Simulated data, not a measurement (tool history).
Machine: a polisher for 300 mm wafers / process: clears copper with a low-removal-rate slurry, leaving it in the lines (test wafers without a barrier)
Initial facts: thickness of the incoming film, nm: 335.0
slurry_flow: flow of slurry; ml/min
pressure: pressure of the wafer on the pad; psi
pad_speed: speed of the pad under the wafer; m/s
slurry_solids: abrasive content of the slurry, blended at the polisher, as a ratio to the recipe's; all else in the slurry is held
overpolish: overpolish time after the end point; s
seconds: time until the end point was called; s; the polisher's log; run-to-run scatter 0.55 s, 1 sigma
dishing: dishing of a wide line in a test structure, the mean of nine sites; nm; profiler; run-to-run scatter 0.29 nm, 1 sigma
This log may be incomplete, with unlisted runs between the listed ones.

| run | hour | slurry_flow | pressure | pad_speed | slurry_solids | overpolish | seconds | dishing |
|---|---|---|---|---|---|---|---|---|
| 1 | 0.0 | 245 | 3.2 | 1.36 | 1.00 | 19 | 91.778 | 23.767 |
| 2 | 8.3 | 245 | 3.2 | 1.36 | 1.00 | 16 | 91.345 | 22.546 |
| 3 | 11.0 | 245 | 3.2 | 1.02 | 1.00 | 16 | 119.380 | 19.952 |
| 4 | 12.2 | 260 | 3.4 | 1.06 | 1.05 | 15 | 106.290 | 20.837 |
| 5 | 12.8 | 260 | 2.8 | 1.06 | 1.05 | 15 | 130.370 | 18.431 |
| 6 | 14.9 | 275 | 2.9 | 1.18 | 1.10 | 14 | 111.000 | 19.438 |
| 7 | 15.8 | 205 | 3.8 | 1.56 | 0.85 | 6 | 74.314 | 15.677 |
| 8 | 21.2 | 255 | 4.7 | 1.70 | 1.00 | 13 | 50.435 | 25.525 |
| 9 | 28.9 | 250 | 4.7 | 1.72 | 1.00 | 12 | 49.499 | 25.292 |

Expected results for the next run?
| 10 | 35.1 | 250 | 4.7 | 1.72 | 1.00 | 12 | ? | ? |

Logged for run 10: seconds 50.506 s, dishing 25.079 nm.

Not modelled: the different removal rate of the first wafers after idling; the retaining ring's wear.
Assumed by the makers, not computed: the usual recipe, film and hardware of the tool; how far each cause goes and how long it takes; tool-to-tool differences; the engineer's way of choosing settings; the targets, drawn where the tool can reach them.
